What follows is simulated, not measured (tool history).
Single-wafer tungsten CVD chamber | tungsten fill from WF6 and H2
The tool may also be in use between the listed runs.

| run | day | heater temperature setpoint (K) | chamber pressure (mTorr) | deposition time (s) | mean film thickness on the monitor wafer (Å) |
|---|---|---|---|---|---|
| 1 | 0 | 648.15 | 32100 | 21.1 | 429.77 |
| 2 | 0.238 | 643.15 | 32000 | 21.1 | 376.14 |
| 3 | 0.346 | 643.15 | 32000 | 21.8 | 395.24 |
| 4 | 0.375 | 643.15 | 37100 | 21.8 | 421.97 |
| 5 | 0.725 | 654.15 | 37100 | 21.8 | 542.98 |
| 6 | 0.762 | 646.15 | 36900 | 21.8 | 453.95 |
| 7 | 1.096 | 640.15 | 36800 | 21.8 | 391.73 |
| 8 | 1.433 | 636.15 | 36700 | 21.8 | 352.77 |
| 9 | 1.479 | 634.15 | 36700 | 21.8 | 331.62 |

Forecast run 10:
| 10 | 1.654 | 633.15 | 36700 | 21.8 | ? |

mean film thickness on the monitor wafer (Å): 326.16
